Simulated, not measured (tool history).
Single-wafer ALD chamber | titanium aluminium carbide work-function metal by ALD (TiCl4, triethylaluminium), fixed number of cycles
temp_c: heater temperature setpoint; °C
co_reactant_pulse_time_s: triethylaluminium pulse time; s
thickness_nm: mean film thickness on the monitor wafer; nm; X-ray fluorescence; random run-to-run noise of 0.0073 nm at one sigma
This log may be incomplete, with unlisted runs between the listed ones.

run 1 hour=0.0 | temp_c=280 co_reactant_pulse_time_s=12.56 | thickness_nm=1.8271
run 2 hour=4.2 | temp_c=272 co_reactant_pulse_time_s=12.56 | thickness_nm=1.7791
run 3 hour=11.8 | temp_c=265 co_reactant_pulse_time_s=12.56 | thickness_nm=1.7069
run 4 hour=13.5 | temp_c=276 co_reactant_pulse_time_s=13.66 | thickness_nm=1.8062
run 5 hour=14.1 | temp_c=276 co_reactant_pulse_time_s=12.24 | thickness_nm=1.7740
run 6 hour=17.6 | temp_c=283 co_reactant_pulse_time_s=13.94 | thickness_nm=1.8844
run 7 hour=24.7 | temp_c=283 co_reactant_pulse_time_s=13.94 | thickness_nm=1.8780

The next listed run, before its measurement:
run 8 hour=27.4 | temp_c=289 co_reactant_pulse_time_s=14.51 | thickness_nm=?

For run 8 the tool returned thickness_nm 1.9330 nm.
